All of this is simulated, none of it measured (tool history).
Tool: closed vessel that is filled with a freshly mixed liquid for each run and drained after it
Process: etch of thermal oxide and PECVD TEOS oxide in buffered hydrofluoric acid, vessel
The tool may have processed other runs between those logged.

run,hour,temperature setpoint of the liquid (K),parts of 40 % ammonium fluoride to one part of 49 % hydrofluoric acid (parts by volume),time in the liquid (s),thickness taken off the thermal oxide on a monitor wafer (angstrom),thickness taken off the PECVD TEOS oxide on a monitor wafer (angstrom)
1,0,297.15,12.5,60,578.5,924.66
2,9,296.15,13.5,60,507.06,813.43
3,12.8,295.15,14.5,60,447.8,717.1
4,16,295.15,12,60,542.35,852.22
5,24.6,294.15,13,60,471.34,751.44
6,26.1,293.65,14,60,427.35,675.09
7,32.8,293.15,15,60,388.04,623.72
8,38.7,292.65,15.5,60,364.42,585.22
9,45.4,290.15,19.5,60,254.28,404.44
10,49.4,290.15,20,60,246.84,394.2
11,55.1,290.15,20.5,60,241.66,386.75
12,60.3,290.65,20.5,60,250.74,402.62
13,62,290.15,20.5,60,242.1,388.02
14,63.5,290.65,20.5,60,247.65,396.28
15,65.4,290.15,20.5,60,241.62,387.18
16,67,290.15,20.5,60,241.97,387.25
17,75.1,290.65,20.5,60,249.48,397.87
18,83.5,290.15,20.5,60,243.34,383.72
19,92.5,290.65,20.5,60,250.61,398.17

Run 20 is up next; what results do you expect?
20,97.6,290.15,20.5,60,?,?

thickness taken off the thermal oxide on a monitor wafer (angstrom): 243.06
thickness taken off the PECVD TEOS oxide on a monitor wafer (angstrom): 386.38
